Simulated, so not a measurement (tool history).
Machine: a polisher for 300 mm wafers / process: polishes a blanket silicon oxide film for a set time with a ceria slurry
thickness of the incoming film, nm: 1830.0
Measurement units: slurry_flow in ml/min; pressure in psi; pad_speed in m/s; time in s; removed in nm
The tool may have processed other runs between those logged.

{"run": 1, "hour": 0.0, "slurry_flow": 225, "pressure": 4.1, "pad_speed": 1.16, "time": 64, "removed": 470.69}
{"run": 2, "hour": 2.6, "slurry_flow": 220, "pressure": 3.6, "pad_speed": 1.16, "time": 64, "removed": 414.17}
{"run": 3, "hour": 5.6, "slurry_flow": 220, "pressure": 3.6, "pad_speed": 1.16, "time": 64, "removed": 412.41}
{"run": 4, "hour": 13.0, "slurry_flow": 215, "pressure": 3.3, "pad_speed": 1.16, "time": 64, "removed": 378.03}
{"run": 5, "hour": 17.8, "slurry_flow": 215, "pressure": 3.3, "pad_speed": 1.38, "time": 64, "removed": 449.21}
{"run": 6, "hour": 26.7, "slurry_flow": 210, "pressure": 3.0, "pad_speed": 1.34, "time": 64, "removed": 394.73}
{"run": 7, "hour": 33.9, "slurry_flow": 200, "pressure": 2.8, "pad_speed": 1.32, "time": 64, "removed": 365.12}
{"run": 8, "hour": 40.5, "slurry_flow": 190, "pressure": 2.6, "pad_speed": 1.32, "time": 64, "removed": 340.05}
{"run": 9, "hour": 41.5, "slurry_flow": 180, "pressure": 2.5, "pad_speed": 1.32, "time": 64, "removed": 326.84}
{"run": 10, "hour": 45.6, "slurry_flow": 175, "pressure": 2.4, "pad_speed": 1.32, "time": 64, "removed": 307.85}
{"run": 11, "hour": 51.8, "slurry_flow": 170, "pressure": 2.3, "pad_speed": 1.32, "time": 64, "removed": 298.14}
{"run": 12, "hour": 57.1, "slurry_flow": 165, "pressure": 2.2, "pad_speed": 1.32, "time": 64, "removed": 285.43}
{"run": 13, "hour": 57.7, "slurry_flow": 160, "pressure": 2.2, "pad_speed": 1.32, "time": 64, "removed": 281.62}

Expected results for the next run?
{"run": 14, "hour": 64.9, "slurry_flow": 150, "pressure": 1.9, "pad_speed": 1.32, "time": 64, "removed": "?"}

{"run 14": {"removed": 249.91}}

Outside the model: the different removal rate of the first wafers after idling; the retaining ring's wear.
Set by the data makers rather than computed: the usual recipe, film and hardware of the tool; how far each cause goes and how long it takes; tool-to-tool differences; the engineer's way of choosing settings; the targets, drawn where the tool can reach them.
